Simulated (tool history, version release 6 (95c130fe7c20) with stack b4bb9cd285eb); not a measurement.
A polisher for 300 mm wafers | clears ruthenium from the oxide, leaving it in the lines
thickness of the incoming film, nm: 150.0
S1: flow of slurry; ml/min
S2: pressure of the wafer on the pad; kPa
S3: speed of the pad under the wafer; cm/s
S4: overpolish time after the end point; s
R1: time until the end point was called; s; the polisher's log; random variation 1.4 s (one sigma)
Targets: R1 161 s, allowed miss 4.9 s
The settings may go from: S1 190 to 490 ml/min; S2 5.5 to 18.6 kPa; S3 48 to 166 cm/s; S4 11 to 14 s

run,hour,S1,S2,S3,S4,R1
1,0,315,11.7,106,14,141.14
2,8.7,315,11.7,106,14,140.69
3,12.3,315,11.7,106,11,139.66
4,14.3,315,11,106,11,150.01
5,22.7,315,9,106,11,179.06
6,27.5,270,9,106,11,184.27
7,30.2,285,9,106,11,182.98
8,36.4,295,9,106,11,183.56
9,39.4,300,9,106,11,181.51

Which of these 5 next moves meets every target?
A,42.4,345,9,118,12,?
B,42.4,345,9,126,14,?
C,42.4,340,9,130,11,?
D,42.4,380,9.7,120,14,?
E,42.4,320,10.3,110,11,?

move,R1
A,163.22
B,153.73
C,149.56
D,148.56
E,152.52
A: meets every target
B: takes the result that was furthest off past its target
C: takes the result that was furthest off past its target
D: takes the result that was furthest off past its target
E: takes the result that was furthest off past its target
Answer: A

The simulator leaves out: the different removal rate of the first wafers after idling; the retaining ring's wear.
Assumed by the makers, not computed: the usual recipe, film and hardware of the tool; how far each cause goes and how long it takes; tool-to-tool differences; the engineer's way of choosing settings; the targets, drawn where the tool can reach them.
